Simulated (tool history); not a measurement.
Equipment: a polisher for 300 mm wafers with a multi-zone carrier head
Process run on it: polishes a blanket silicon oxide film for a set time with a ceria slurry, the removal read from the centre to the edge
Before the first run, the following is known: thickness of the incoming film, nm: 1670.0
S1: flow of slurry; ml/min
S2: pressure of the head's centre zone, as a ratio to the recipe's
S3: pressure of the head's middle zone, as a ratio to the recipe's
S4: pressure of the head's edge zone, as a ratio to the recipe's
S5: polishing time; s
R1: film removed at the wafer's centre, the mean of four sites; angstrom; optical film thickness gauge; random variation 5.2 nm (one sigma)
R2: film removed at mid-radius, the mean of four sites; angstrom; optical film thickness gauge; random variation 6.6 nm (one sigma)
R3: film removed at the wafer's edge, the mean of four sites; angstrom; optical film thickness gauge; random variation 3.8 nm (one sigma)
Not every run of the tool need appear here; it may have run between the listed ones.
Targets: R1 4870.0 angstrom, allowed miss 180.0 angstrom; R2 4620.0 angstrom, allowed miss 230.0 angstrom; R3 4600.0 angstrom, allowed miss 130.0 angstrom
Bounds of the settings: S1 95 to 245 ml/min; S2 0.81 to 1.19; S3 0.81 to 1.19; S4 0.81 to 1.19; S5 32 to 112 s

| run | hour | S1 | S2 | S3 | S4 | S5 | R1 | R2 | R3 |
|---|---|---|---|---|---|---|---|---|---|
| 1 | 0.0 | 155 | 1.00 | 1.00 | 1.00 | 72 | 3845.1 | 3906.5 | 3810.6 |
| 2 | 2.6 | 165 | 1.01 | 1.01 | 1.02 | 73 | 3978.9 | 4021.5 | 3885.3 |
| 3 | 5.9 | 165 | 1.01 | 1.01 | 1.10 | 73 | 3853.3 | 3911.1 | 3989.8 |
| 4 | 14.9 | 170 | 1.02 | 1.01 | 1.11 | 74 | 4042.6 | 3981.6 | 4129.4 |
| 5 | 23.5 | 175 | 1.03 | 1.02 | 1.12 | 75 | 4155.4 | 4243.1 | 4236.7 |
| 6 | 30.5 | 185 | 1.04 | 1.01 | 1.12 | 75 | 4204.8 | 4169.0 | 4180.9 |
| 7 | 37.7 | 185 | 1.05 | 1.01 | 1.13 | 76 | 4332.8 | 4242.9 | 4288.4 |
| 8 | 41.7 | 190 | 1.06 | 1.01 | 1.14 | 76 | 4364.0 | 4387.6 | 4333.8 |
| 9 | 45.7 | 195 | 1.07 | 1.00 | 1.15 | 76 | 4452.9 | 4259.4 | 4390.4 |
| 10 | 52.2 | 200 | 1.08 | 1.00 | 1.15 | 76 | 4413.0 | 4105.9 | 4391.2 |
| 11 | 56.3 | 200 | 1.09 | 1.01 | 1.15 | 76 | 4387.9 | 4289.0 | 4361.9 |
| 12 | 58.4 | 205 | 1.10 | 1.01 | 1.15 | 77 | 4555.5 | 4395.6 | 4470.9 |
| 13 | 65.4 | 210 | 1.11 | 1.01 | 1.15 | 77 | 4676.8 | 4391.5 | 4409.9 |
| 14 | 72.9 | 210 | 1.11 | 1.01 | 1.16 | 77 | 4654.5 | 4475.8 | 4468.4 |

Pick the move, out of 5, that brings all results within their allowed miss; only one does.
| A | 80.4 | 215 | 0.93 | 0.86 | 1.18 | 85 | ? | ? | ? |
| B | 80.4 | 230 | 1.11 | 1.10 | 1.15 | 86 | ? | ? | ? |
| C | 80.4 | 200 | 1.01 | 0.95 | 1.18 | 79 | ? | ? | ? |
| D | 80.4 | 225 | 1.09 | 0.99 | 1.09 | 81 | ? | ? | ? |
| E | 80.4 | 215 | 1.06 | 0.98 | 1.16 | 84 | ? | ? | ? |

| move | R1 | R2 | R3 |
|---|---|---|---|
| A | 4369.0 | 4318.8 | 5038.9 |
| B | 5169.4 | 5390.4 | 5040.9 |
| C | 4311.3 | 4318.8 | 4650.9 |
| D | 4779.0 | 4638.5 | 4618.6 |
| E | 4815.3 | 4747.4 | 4927.7 |
A: the biggest miss grows against the last run
B: takes the biggest miss from the last run beyond its target
C: the biggest miss grows against the last run
D: hits every target within its allowed miss
E: gets the furthest-off result to its target, but another result is out of tolerance
Move D is the one to make.

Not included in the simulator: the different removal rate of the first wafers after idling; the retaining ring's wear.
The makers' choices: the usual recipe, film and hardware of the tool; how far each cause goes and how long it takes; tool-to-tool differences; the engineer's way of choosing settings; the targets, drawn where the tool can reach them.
